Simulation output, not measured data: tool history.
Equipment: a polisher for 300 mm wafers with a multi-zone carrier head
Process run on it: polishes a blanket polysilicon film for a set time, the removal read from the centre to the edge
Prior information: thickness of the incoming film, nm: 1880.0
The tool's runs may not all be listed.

run	day	flow of slurry (ml/min)	pressure of the head's centre zone	pressure of the head's middle zone	pressure of the head's edge zone	polishing time (s)	film removed at the wafer's centre (nm)	film removed at mid-radius (nm)	film removed at the wafer's edge (nm)
1	0	250	1	1	1	35	229.32	232.37	236.69
2	0.262	250	1	1	0.97	35	232.5	227.25	235.12
3	0.346	250	1	1.01	0.95	33	218.33	217.26	219.96
4	0.388	250	1	1.01	1.02	33	219.84	222.2	227.37
5	0.608	215	1	1.01	1.02	33	216.6	217.07	223.41
6	0.721	210	1.01	1.02	1	31	201.34	201.4	207.02

Expected results for the next run?
7	0.967	210	1.02	1.03	0.98	29	?	?	?

{"run 7": {"film removed at the wafer's centre (nm)": 191.08, "film removed at mid-radius (nm)": 196.02, "film removed at the wafer's edge (nm)": 189.08}}

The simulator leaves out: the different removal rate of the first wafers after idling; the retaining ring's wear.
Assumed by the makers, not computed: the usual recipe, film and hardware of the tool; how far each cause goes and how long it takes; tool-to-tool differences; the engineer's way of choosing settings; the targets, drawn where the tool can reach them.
